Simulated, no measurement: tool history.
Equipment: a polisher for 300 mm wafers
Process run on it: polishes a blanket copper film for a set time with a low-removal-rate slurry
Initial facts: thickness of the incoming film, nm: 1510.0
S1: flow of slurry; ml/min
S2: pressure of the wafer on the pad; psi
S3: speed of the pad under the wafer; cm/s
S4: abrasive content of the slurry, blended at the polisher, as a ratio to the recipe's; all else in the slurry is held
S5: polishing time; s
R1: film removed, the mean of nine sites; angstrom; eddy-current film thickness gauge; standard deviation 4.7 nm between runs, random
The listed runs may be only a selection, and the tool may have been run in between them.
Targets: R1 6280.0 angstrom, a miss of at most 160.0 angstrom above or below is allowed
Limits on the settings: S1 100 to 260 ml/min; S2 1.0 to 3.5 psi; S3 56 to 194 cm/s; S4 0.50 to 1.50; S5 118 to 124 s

run	hour	S1	S2	S3	S4	S5	R1
1	0.0	165	2.2	124	1.00	118	3464.5
2	4.0	180	2.6	124	1.00	118	4171.8
3	5.7	180	2.6	100	1.00	118	3401.1
4	7.5	190	2.9	108	1.00	118	4141.3
5	9.3	195	3.1	114	1.00	118	4690.7
6	11.8	200	3.2	120	1.00	118	5105.8
7	18.3	200	3.2	120	1.00	118	5022.1
8	22.4	200	3.3	126	1.00	118	5408.2
9	29.3	205	3.4	128	1.00	118	5694.5
10	37.5	205	3.4	130	1.00	118	5792.8
11	38.6	205	3.4	132	1.00	118	5942.1

Which single option among these 4 for the next run brings every result within its allowed miss of target? Just one does.
A	39.7	185	3.5	142	0.95	124	?
B	39.7	190	2.9	146	1.05	118	?
C	39.7	195	3.5	122	1.30	124	?
D	39.7	175	3.4	124	1.15	120	?

move	R1
A	6686.2
B	5579.7
C	6246.2
D	5710.4
A: carries the result that was furthest off beyond its target, to the other side
B: the biggest miss grows against the last run
C: in spec on every target
D: the biggest miss grows against the last run
C is the move that brings every result within its allowed miss.
